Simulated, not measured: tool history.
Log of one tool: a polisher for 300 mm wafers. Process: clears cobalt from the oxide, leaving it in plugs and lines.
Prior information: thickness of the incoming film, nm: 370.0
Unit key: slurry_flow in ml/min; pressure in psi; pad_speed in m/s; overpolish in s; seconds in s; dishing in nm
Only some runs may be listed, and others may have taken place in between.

run 1 hour=0 | slurry_flow=210 pressure=2.5 pad_speed=0.9 overpolish=11 | seconds=76.886 dishing=22.8
run 2 hour=3.7 | slurry_flow=210 pressure=2.5 pad_speed=0.9 overpolish=15 | seconds=75.608 dishing=23.418
run 3 hour=6.5 | slurry_flow=260 pressure=2.5 pad_speed=0.9 overpolish=15 | seconds=73.4 dishing=24.047
run 4 hour=12.8 | slurry_flow=260 pressure=2.3 pad_speed=0.9 overpolish=15 | seconds=80.721 dishing=24.074
run 5 hour=16.9 | slurry_flow=260 pressure=2.3 pad_speed=1.02 overpolish=15 | seconds=70.719 dishing=24.058
run 6 hour=24.9 | slurry_flow=295 pressure=2.3 pad_speed=1.02 overpolish=15 | seconds=68.963 dishing=23.876
run 7 hour=28.2 | slurry_flow=295 pressure=2.1 pad_speed=1 overpolish=14 | seconds=77.082 dishing=23.271
run 8 hour=30.8 | slurry_flow=295 pressure=2 pad_speed=0.98 overpolish=13 | seconds=85.043 dishing=22.699
run 9 hour=34 | slurry_flow=295 pressure=1.9 pad_speed=0.98 overpolish=12 | seconds=87.534 dishing=22.288
run 10 hour=41.2 | slurry_flow=295 pressure=1.8 pad_speed=0.98 overpolish=11 | seconds=92.831 dishing=22.088
run 11 hour=43.6 | slurry_flow=295 pressure=1.7 pad_speed=0.98 overpolish=10 | seconds=96.759 dishing=20.826
run 12 hour=50.3 | slurry_flow=295 pressure=1.6 pad_speed=0.98 overpolish=10 | seconds=102.8 dishing=20.58

What does the tool deliver on the next run?
run 13 hour=59.2 | slurry_flow=295 pressure=1.5 pad_speed=0.98 overpolish=10 | seconds=? dishing=?

seconds: 109.42 s
dishing: 19.662 nm

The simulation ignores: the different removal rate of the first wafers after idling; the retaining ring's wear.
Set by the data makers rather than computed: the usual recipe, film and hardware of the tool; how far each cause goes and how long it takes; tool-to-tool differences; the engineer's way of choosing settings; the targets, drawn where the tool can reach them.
